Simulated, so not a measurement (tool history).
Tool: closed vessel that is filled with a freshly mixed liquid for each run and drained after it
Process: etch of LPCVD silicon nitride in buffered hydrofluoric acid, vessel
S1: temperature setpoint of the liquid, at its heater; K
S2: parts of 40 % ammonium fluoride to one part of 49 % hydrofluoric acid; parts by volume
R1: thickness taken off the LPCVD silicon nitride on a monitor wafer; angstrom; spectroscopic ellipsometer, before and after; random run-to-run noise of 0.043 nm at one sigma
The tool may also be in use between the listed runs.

{"run": 1, "hour": 0.0, "S1": 297.15, "S2": 10.5, "time in the liquid (s)": 325, "R1": 46.074}
{"run": 2, "hour": 1.2, "S1": 298.15, "S2": 10.5, "time in the liquid (s)": 325, "R1": 48.803}
{"run": 3, "hour": 6.3, "S1": 298.15, "S2": 10.5, "time in the liquid (s)": 225, "R1": 33.307}
{"run": 4, "hour": 15.1, "S1": 299.65, "S2": 10.5, "time in the liquid (s)": 225, "R1": 36.478}
{"run": 5, "hour": 21.7, "S1": 299.65, "S2": 9.0, "time in the liquid (s)": 225, "R1": 40.629}
{"run": 6, "hour": 25.5, "S1": 297.15, "S2": 9.0, "time in the liquid (s)": 225, "R1": 36.028}

For run 7, what comes out?
{"run": 7, "hour": 33.6, "S1": 297.15, "S2": 9.0, "time in the liquid (s)": 225, "R1": "?"}

R1: 35.614 angstrom
